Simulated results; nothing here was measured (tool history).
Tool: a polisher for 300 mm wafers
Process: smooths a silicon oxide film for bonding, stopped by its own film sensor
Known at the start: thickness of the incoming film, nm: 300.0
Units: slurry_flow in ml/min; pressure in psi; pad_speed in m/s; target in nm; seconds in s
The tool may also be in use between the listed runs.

run,hour,slurry_flow,pressure,pad_speed,slurry_solids,target,seconds
1,0,230,2,0.92,1,231,113.46
2,1.5,230,1.8,0.92,1,231,122.58
3,2,230,1.8,1.04,1,231,112.85
4,8.4,230,1.8,1.04,1.2,231,106.56
5,13.5,230,1.6,1.04,1.2,231,114.66
6,15.1,230,1.4,1.04,1.2,231,124.74

Run 7 comes next. What will it give?
7,17.4,230,1.3,1.04,1.2,231,?

seconds: 131.38 s

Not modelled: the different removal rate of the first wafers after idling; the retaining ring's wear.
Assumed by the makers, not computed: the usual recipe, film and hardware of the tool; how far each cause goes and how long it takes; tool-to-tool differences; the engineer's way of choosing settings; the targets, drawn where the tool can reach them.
